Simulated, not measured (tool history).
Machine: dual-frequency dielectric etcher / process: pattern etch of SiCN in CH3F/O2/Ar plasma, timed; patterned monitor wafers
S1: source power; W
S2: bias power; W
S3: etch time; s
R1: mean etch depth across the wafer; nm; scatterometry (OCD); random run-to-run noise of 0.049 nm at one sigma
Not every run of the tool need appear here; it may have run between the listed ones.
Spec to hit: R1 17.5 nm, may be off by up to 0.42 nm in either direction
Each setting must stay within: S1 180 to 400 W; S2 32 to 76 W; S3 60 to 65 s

run	day	S1	S2	S3	R1
1	0	290	54	65	20.503
2	0.229	290	58	65	20.728
3	0.596	290	58	65	20.752
4	0.742	280	57	64.5	20.314
5	0.929	260	57	64.5	19.619
6	1.025	250	56	64.5	19.223
7	1.096	240	56	64.5	18.819
8	1.358	230	56	64.5	18.553

Of the 4 settings listed for the next run, only one would bring every result within its allowed miss of target. Which one?
A	1.621	300	51	63.5	?
B	1.621	240	61	61.5	?
C	1.621	230	56	61	?
D	1.621	240	64	64	?

move	R1
A	19.926
B	18.366
C	17.525
D	19.346
A: lands further from the targets than the last run did
B: an improvement on the last run, though not all results are within tolerance
C: all results in spec
D: lands further from the targets than the last run did
Answer: C
